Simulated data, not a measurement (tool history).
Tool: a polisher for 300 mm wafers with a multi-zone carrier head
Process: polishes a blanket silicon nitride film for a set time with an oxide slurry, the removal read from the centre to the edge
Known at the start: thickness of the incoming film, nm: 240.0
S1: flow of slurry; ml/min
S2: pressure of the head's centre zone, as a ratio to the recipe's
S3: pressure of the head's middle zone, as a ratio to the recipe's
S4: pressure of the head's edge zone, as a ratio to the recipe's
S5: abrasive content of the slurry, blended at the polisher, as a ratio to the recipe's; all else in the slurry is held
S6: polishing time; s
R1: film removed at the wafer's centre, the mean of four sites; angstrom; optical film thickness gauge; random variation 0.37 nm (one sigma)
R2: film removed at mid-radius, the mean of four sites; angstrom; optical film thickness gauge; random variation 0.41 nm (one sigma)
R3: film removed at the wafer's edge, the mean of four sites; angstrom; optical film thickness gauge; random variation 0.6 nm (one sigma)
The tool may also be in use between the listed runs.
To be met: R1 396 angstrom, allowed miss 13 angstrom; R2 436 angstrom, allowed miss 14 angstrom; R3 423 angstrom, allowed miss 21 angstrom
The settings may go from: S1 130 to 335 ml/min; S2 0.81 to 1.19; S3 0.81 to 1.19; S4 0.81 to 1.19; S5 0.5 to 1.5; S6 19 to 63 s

run,hour,S1,S2,S3,S4,S5,S6,R1,R2,R3
1,0,215,1,1,1,1,41,300.66,310.89,323.45
2,7.1,215,1,1,1,1,36,258.21,278.27,280.73
3,15.9,225,1.02,1.04,1.04,1.15,37,299.72,320.21,327.37
4,21.4,225,1.09,1.04,1.04,1.15,37,318.4,318.39,318.46
5,22.7,225,1.09,1.04,1.07,1.15,37,317.85,319.1,314.83
# hour 24: edge zone pressure recalibrated
6,24,225,1.09,1.04,1.07,1,37,290.54,297.34,277.92
7,29.6,240,1.09,1.08,1.07,1.15,37,318.54,332.73,298.97
8,33,230,1,1.06,1.17,1.4,43,366.57,417.07,412.36
9,37.6,240,1.01,1.06,1.17,1.4,43,381.23,419.93,405.72

Which of these 5 next moves meets every target?
A,42.2,290,1.09,1.04,1.15,1.5,41,?,?,?
B,42.2,210,0.99,1.16,1.19,1.3,43,?,?,?
C,42.2,260,1,1.03,1.19,1.35,43,?,?,?
D,42.2,250,1,1.06,1.14,1.4,45,?,?,?
E,42.2,205,1,1,1.18,1.45,44,?,?,?

move,R1,R2,R3
A,415.02,416.11,393.36
B,359.23,437.07,385.15
C,377.48,410.06,398.68
D,399.88,445.24,413.31
E,388.14,412.42,411.85
A: further off than the last run
B: brings the result that was furthest off to its target, and leaves another outside
C: further off than the last run
D: meets every target
E: further off than the last run
Answer: D
